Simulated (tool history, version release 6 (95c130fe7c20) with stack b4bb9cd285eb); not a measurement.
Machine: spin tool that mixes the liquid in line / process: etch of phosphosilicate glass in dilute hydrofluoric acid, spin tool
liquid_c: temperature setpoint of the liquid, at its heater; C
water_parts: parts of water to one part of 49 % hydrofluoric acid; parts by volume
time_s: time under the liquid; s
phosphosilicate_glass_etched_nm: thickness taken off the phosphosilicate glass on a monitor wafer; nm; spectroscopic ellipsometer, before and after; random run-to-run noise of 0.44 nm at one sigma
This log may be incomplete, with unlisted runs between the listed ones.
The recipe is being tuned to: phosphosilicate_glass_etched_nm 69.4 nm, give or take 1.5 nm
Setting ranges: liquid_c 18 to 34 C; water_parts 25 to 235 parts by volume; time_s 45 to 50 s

run  hour  liquid_c  water_parts  time_s  phosphosilicate_glass_etched_nm
  1     0        26          130      45                           23.235
  2     2      28.5          100      45                           34.568
  3     7        27          100      45                           32.604
  4   9.9        29           85      45                           42.234
  5    12      30.5           75      45                           51.916
  6  15.7      30.5           75      50                           56.599
  7  24.5        34           65      50                           76.445
  8  30.5      33.5           65      50                           74.535
  9  32.1        33           65      50                           73.681
 10  33.4        33           65      50                            73.35
 11  40.8      32.5           65      50                           72.103

Next run, 4 choices. One meets every target within its allowed miss, the rest don't. Which?
  A  48.2        29           60      50                                ?
  B  48.2        32           70      50                                ?
  C  48.2        31           60      45                                ?
  D  48.2      32.5           65      45                                ?

move  phosphosilicate_glass_etched_nm
   A                           67.921
   B                           64.367
   C                           66.071
   D                           64.081
A: meets every target
B: carries the result that was furthest off beyond its target, to the other side
C: carries the result that was furthest off beyond its target, to the other side
D: carries the result that was furthest off beyond its target, to the other side
So the answer is move A, the one that meets all the targets.
